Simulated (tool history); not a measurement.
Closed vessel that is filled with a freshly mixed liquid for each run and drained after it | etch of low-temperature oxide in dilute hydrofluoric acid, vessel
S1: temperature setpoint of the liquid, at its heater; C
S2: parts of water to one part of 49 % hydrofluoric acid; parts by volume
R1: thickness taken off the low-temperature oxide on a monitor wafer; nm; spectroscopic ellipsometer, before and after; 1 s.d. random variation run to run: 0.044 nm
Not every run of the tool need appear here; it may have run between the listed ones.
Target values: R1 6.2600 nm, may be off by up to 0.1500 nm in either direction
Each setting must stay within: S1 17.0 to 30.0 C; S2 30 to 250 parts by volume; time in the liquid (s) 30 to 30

{"run": 1, "hour": 0.0, "S1": 22.0, "S2": 140, "time in the liquid (s)": 30, "R1": 2.6628}
{"run": 2, "hour": 6.8, "S1": 19.0, "S2": 140, "time in the liquid (s)": 30, "R1": 2.3494}
{"run": 3, "hour": 12.9, "S1": 21.0, "S2": 130, "time in the liquid (s)": 30, "R1": 2.7713}
{"run": 4, "hour": 13.9, "S1": 21.0, "S2": 110, "time in the liquid (s)": 30, "R1": 3.3469}
{"run": 5, "hour": 15.3, "S1": 19.5, "S2": 110, "time in the liquid (s)": 30, "R1": 3.1639}
{"run": 6, "hour": 21.8, "S1": 21.5, "S2": 110, "time in the liquid (s)": 30, "R1": 3.408}
{"run": 7, "hour": 30.5, "S1": 23.0, "S2": 105, "time in the liquid (s)": 30, "R1": 3.7999}
{"run": 8, "hour": 33.3, "S1": 24.0, "S2": 100, "time in the liquid (s)": 30, "R1": 4.2176}
{"run": 9, "hour": 39.5, "S1": 25.0, "S2": 95, "time in the liquid (s)": 30, "R1": 4.6}
{"run": 10, "hour": 45.8, "S1": 25.0, "S2": 95, "time in the liquid (s)": 30, "R1": 4.6353}
{"run": 11, "hour": 53.5, "S1": 26.0, "S2": 95, "time in the liquid (s)": 30, "R1": 4.8078}
{"run": 12, "hour": 57.7, "S1": 30.0, "S2": 80, "time in the liquid (s)": 30, "R1": 6.7844}
{"run": 13, "hour": 61.2, "S1": 29.5, "S2": 80, "time in the liquid (s)": 30, "R1": 6.6603}
{"run": 14, "hour": 62.4, "S1": 29.0, "S2": 80, "time in the liquid (s)": 30, "R1": 6.5628}

Which single option among these 5 for the next run brings every result within its allowed miss of target? Just one does.
{"run": "A", "hour": 63.6, "S1": 25.0, "S2": 75, "time in the liquid (s)": 30, "R1": "?"}
{"run": "B", "hour": 63.6, "S1": 28.0, "S2": 80, "time in the liquid (s)": 30, "R1": "?"}
{"run": "C", "hour": 63.6, "S1": 29.5, "S2": 90, "time in the liquid (s)": 30, "R1": "?"}
{"run": "D", "hour": 63.6, "S1": 30.0, "S2": 90, "time in the liquid (s)": 30, "R1": "?"}
{"run": "E", "hour": 63.6, "S1": 28.5, "S2": 85, "time in the liquid (s)": 30, "R1": "?"}

move=A R1=6.0054
move=B R1=6.2943
move=C R1=5.8440
move=D R1=5.9559
move=E R1=5.9977
A: pushes the last run's worst result past its target
B: every result within its allowed miss
C: pushes the last run's worst result past its target
D: pushes the last run's worst result past its target
E: pushes the last run's worst result past its target
Correct choice: B, which meets every target
